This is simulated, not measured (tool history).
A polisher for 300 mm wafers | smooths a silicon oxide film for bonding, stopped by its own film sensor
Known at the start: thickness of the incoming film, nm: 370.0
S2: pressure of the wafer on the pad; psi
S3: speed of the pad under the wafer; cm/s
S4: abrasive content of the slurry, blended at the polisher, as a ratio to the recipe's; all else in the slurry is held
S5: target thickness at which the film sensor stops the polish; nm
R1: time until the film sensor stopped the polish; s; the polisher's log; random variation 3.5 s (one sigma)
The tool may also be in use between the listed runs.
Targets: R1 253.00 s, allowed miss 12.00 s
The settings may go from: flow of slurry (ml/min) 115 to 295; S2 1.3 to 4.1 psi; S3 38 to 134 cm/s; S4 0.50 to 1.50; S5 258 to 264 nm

{"run": 1, "hour": 0.0, "flow of slurry (ml/min)": 190, "S2": 2.7, "S3": 86, "S4": 1.0, "S5": 264, "R1": 152.08}
{"run": 2, "hour": 4.4, "flow of slurry (ml/min)": 190, "S2": 2.5, "S3": 86, "S4": 1.0, "S5": 264, "R1": 161.61}
{"run": 3, "hour": 13.1, "flow of slurry (ml/min)": 190, "S2": 2.3, "S3": 84, "S4": 1.0, "S5": 264, "R1": 187.18}
{"run": 4, "hour": 22.0, "flow of slurry (ml/min)": 175, "S2": 2.3, "S3": 84, "S4": 1.0, "S5": 264, "R1": 186.23}
{"run": 5, "hour": 26.3, "flow of slurry (ml/min)": 175, "S2": 2.2, "S3": 84, "S4": 1.0, "S5": 264, "R1": 195.97}
{"run": 6, "hour": 30.9, "flow of slurry (ml/min)": 175, "S2": 2.1, "S3": 84, "S4": 1.0, "S5": 264, "R1": 206.3}
{"run": 7, "hour": 39.1, "flow of slurry (ml/min)": 175, "S2": 2.0, "S3": 84, "S4": 1.0, "S5": 264, "R1": 212.35}
{"run": 8, "hour": 41.6, "flow of slurry (ml/min)": 175, "S2": 1.9, "S3": 84, "S4": 1.0, "S5": 264, "R1": 225.69}
{"run": 9, "hour": 49.4, "flow of slurry (ml/min)": 175, "S2": 1.8, "S3": 84, "S4": 1.0, "S5": 264, "R1": 234.77}

5 next moves are on the table. One of them brings every result within its allowed miss. Which?
{"run": "A", "hour": 57.2, "flow of slurry (ml/min)": 175, "S2": 1.4, "S3": 94, "S4": 0.95, "S5": 263, "R1": "?"}
{"run": "B", "hour": 57.2, "flow of slurry (ml/min)": 175, "S2": 1.7, "S3": 108, "S4": 0.85, "S5": 258, "R1": "?"}
{"run": "C", "hour": 57.2, "flow of slurry (ml/min)": 185, "S2": 1.8, "S3": 90, "S4": 0.95, "S5": 262, "R1": "?"}
{"run": "D", "hour": 57.2, "flow of slurry (ml/min)": 165, "S2": 2.4, "S3": 72, "S4": 0.95, "S5": 258, "R1": "?"}
{"run": "E", "hour": 57.2, "flow of slurry (ml/min)": 180, "S2": 1.7, "S3": 82, "S4": 1.0, "S5": 261, "R1": "?"}

move=A R1=284.75
move=B R1=233.15
move=C R1=231.65
move=D R1=218.54
move=E R1=260.54
A: takes the result that was furthest off past its target
B: further off than the last run
C: further off than the last run
D: further off than the last run
E: meets every target
Answer: E
